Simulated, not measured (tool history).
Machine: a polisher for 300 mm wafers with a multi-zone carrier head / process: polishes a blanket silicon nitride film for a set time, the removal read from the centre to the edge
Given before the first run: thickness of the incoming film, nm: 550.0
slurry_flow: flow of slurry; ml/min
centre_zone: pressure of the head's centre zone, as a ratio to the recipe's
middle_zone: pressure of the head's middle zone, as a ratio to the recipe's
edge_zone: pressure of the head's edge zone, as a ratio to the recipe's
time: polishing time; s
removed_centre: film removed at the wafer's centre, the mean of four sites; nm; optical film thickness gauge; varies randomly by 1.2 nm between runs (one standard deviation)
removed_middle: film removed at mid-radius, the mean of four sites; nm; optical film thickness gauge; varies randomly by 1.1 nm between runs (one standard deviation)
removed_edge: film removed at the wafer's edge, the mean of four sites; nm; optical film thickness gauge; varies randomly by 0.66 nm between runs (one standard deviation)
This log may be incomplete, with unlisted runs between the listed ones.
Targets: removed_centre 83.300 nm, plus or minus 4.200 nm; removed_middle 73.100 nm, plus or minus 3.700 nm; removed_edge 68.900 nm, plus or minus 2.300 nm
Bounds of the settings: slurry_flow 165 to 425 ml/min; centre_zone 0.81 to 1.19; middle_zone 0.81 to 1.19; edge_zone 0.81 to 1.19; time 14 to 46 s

{"run": 1, "hour": 0.0, "slurry_flow": 275, "centre_zone": 1.0, "middle_zone": 1.0, "edge_zone": 1.0, "time": 30, "removed_centre": 52.553, "removed_middle": 50.64, "removed_edge": 53.084}
{"run": 2, "hour": 5.1, "slurry_flow": 285, "centre_zone": 1.06, "middle_zone": 1.04, "edge_zone": 1.0, "time": 32, "removed_centre": 60.304, "removed_middle": 57.666, "removed_edge": 56.899}
{"run": 3, "hour": 11.4, "slurry_flow": 295, "centre_zone": 1.1, "middle_zone": 1.05, "edge_zone": 1.01, "time": 34, "removed_centre": 67.179, "removed_middle": 62.616, "removed_edge": 59.379}
{"run": 4, "hour": 20.2, "slurry_flow": 295, "centre_zone": 1.05, "middle_zone": 1.05, "edge_zone": 1.01, "time": 34, "removed_centre": 63.311, "removed_middle": 62.159, "removed_edge": 60.029}
{"run": 5, "hour": 25.5, "slurry_flow": 295, "centre_zone": 1.05, "middle_zone": 1.1, "edge_zone": 1.01, "time": 34, "removed_centre": 63.714, "removed_middle": 65.324, "removed_edge": 59.948}
{"run": 6, "hour": 28.0, "slurry_flow": 295, "centre_zone": 1.05, "middle_zone": 1.15, "edge_zone": 1.01, "time": 34, "removed_centre": 63.826, "removed_middle": 67.498, "removed_edge": 60.291}
{"run": 7, "hour": 35.0, "slurry_flow": 295, "centre_zone": 1.09, "middle_zone": 1.12, "edge_zone": 1.03, "time": 35, "removed_centre": 70.212, "removed_middle": 67.412, "removed_edge": 63.284}
{"run": 8, "hour": 37.6, "slurry_flow": 300, "centre_zone": 1.11, "middle_zone": 1.14, "edge_zone": 1.04, "time": 35, "removed_centre": 69.318, "removed_middle": 69.355, "removed_edge": 63.229}
{"run": 9, "hour": 38.3, "slurry_flow": 295, "centre_zone": 1.13, "middle_zone": 1.12, "edge_zone": 1.04, "time": 36, "removed_centre": 73.91, "removed_middle": 70.455, "removed_edge": 65.295}
{"run": 10, "hour": 41.4, "slurry_flow": 295, "centre_zone": 1.15, "middle_zone": 1.11, "edge_zone": 1.04, "time": 37, "removed_centre": 77.177, "removed_middle": 73.332, "removed_edge": 65.867}
{"run": 11, "hour": 45.1, "slurry_flow": 315, "centre_zone": 1.19, "middle_zone": 1.03, "edge_zone": 1.11, "time": 38, "removed_centre": 80.938, "removed_middle": 69.471, "removed_edge": 70.526}

Which one of the following 4 next-run settings gets every result inside its allowed miss? There is exactly one.
{"run": "A", "hour": 48.8, "slurry_flow": 300, "centre_zone": 1.11, "middle_zone": 1.07, "edge_zone": 1.08, "time": 40, "removed_centre": "?", "removed_middle": "?", "removed_edge": "?"}
{"run": "B", "hour": 48.8, "slurry_flow": 365, "centre_zone": 1.15, "middle_zone": 1.13, "edge_zone": 1.19, "time": 36, "removed_centre": "?", "removed_middle": "?", "removed_edge": "?"}
{"run": "C", "hour": 48.8, "slurry_flow": 315, "centre_zone": 1.13, "middle_zone": 1.04, "edge_zone": 1.13, "time": 37, "removed_centre": "?", "removed_middle": "?", "removed_edge": "?"}
{"run": "D", "hour": 48.8, "slurry_flow": 360, "centre_zone": 1.19, "middle_zone": 1.1, "edge_zone": 1.06, "time": 38, "removed_centre": "?", "removed_middle": "?", "removed_edge": "?"}

move=A removed_centre=79.677 removed_middle=74.564 removed_edge=73.730
move=B removed_centre=75.581 removed_middle=71.348 removed_edge=70.490
move=C removed_centre=75.347 removed_middle=67.573 removed_edge=70.019
move=D removed_centre=82.466 removed_middle=73.519 removed_edge=70.109
A: the furthest-off result lands on target, but another misses its tolerance
B: the furthest-off result lands on target, but another misses its tolerance
C: its largest miss is bigger than the last run's
D: every result within its allowed miss
Answer: D
